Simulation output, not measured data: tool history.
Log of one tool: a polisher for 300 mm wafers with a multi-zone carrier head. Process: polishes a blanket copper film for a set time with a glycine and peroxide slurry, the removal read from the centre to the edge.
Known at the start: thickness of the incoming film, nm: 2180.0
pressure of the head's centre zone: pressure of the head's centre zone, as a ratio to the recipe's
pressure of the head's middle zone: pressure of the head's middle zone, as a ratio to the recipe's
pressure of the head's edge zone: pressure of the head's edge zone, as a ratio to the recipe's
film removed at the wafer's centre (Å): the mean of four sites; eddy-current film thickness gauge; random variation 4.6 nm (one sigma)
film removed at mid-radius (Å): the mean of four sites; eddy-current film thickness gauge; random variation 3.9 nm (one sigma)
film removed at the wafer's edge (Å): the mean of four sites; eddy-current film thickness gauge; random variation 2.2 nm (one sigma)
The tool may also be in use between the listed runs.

run  hour  flow of slurry (ml/min)  pressure of the head's centre zone  pressure of the head's middle zone  pressure of the head's edge zone  polishing time (s)  film removed at the wafer's centre (Å)  film removed at mid-radius (Å)  film removed at the wafer's edge (Å)
  1   0.0                      145                                1.00                                1.00                              1.00                  41                                  2247.0                          2301.4                                2339.8
  2   0.8                      145                                1.06                                1.00                              1.00                  41                                  2386.8                          2317.5                                2366.2
  3   5.6                      145                                1.06                                1.00                              1.00                  35                                  2025.9                          1985.4                                1995.5
  4  13.7                      145                                1.06                                1.00                              1.03                  35                                  1980.2                          1995.4                                2013.8
  5  15.6                      150                                1.07                                1.00                              1.04                  37                                  2175.6                          2135.0                                2149.7
  6  17.1                      150                                1.07                                0.99                              1.05                  38                                  2222.3                          2106.0                                2221.6
  7  23.7                      155                                1.07                                1.00                              1.06                  39                                  2289.7                          2159.2                                2295.8
  8  26.9                      155                                1.07                                1.01                              1.07                  40                                  2338.5                          2294.6                                2344.2

The next listed run, before its measurement:
  9  30.3                      160                                1.07                                1.01                              1.08                  41                                       ?                               ?                                     ?

Run 9 gave film removed at the wafer's centre (Å) 2385.9, film removed at mid-radius (Å) 2343.3, film removed at the wafer's edge (Å) 2419.1.
